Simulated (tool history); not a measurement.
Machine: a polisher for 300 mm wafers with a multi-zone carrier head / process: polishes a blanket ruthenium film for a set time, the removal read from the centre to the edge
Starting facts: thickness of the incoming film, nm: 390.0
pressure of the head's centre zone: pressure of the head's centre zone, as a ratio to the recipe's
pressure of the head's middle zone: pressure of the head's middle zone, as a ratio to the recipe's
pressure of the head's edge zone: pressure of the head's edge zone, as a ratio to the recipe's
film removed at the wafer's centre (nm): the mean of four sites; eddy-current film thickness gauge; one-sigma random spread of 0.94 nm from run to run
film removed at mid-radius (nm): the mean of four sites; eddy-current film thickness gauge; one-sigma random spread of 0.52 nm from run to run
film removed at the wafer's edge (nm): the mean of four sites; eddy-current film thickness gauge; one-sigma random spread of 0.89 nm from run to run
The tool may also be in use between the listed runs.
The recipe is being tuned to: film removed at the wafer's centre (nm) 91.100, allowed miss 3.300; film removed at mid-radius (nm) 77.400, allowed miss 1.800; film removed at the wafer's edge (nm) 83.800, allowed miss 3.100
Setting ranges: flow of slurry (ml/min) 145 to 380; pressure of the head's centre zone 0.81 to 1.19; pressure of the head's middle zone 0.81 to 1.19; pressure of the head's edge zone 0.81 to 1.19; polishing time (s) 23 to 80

run,day,flow of slurry (ml/min),pressure of the head's centre zone,pressure of the head's middle zone,pressure of the head's edge zone,polishing time (s),film removed at the wafer's centre (nm),film removed at mid-radius (nm),film removed at the wafer's edge (nm)
1,0.000,245,1.00,1.00,1.00,51,58.184,58.100,57.641
2,0.054,245,1.03,1.00,1.00,51,59.464,57.483,58.445
3,0.258,255,1.06,1.01,1.02,53,63.671,60.753,61.289
4,0.521,255,1.06,0.93,1.02,53,64.345,56.541,62.163
5,0.850,255,1.06,0.98,1.02,53,65.142,59.156,61.006
# day 0.875: worn pad replaced by a new one
6,0.875,250,1.07,0.98,1.04,56,74.472,68.549,71.799
7,0.942,235,1.09,0.98,1.05,56,75.258,67.846,70.570
8,1.250,235,1.10,0.98,1.07,56,75.967,67.802,71.010

Consider the 4 candidate settings below. Which is the only one whose results all fall within their allowed miss of target?
A,1.558,185,1.14,0.81,1.13,64,?,?,?
B,1.558,235,0.98,0.94,1.12,68,?,?,?
C,1.558,185,1.16,0.99,1.10,65,?,?,?
D,1.558,210,0.92,0.99,1.14,50,?,?,?

move,film removed at the wafer's centre (nm),film removed at mid-radius (nm),film removed at the wafer's edge (nm)
A,87.147,64.236,82.728
B,82.962,80.171,89.789
C,90.186,77.042,82.678
D,56.234,60.597,65.780
A: moves away from the targets compared with the last run
B: carries the result that was furthest off beyond its target, to the other side
C: all results in spec
D: moves away from the targets compared with the last run
Answer: C
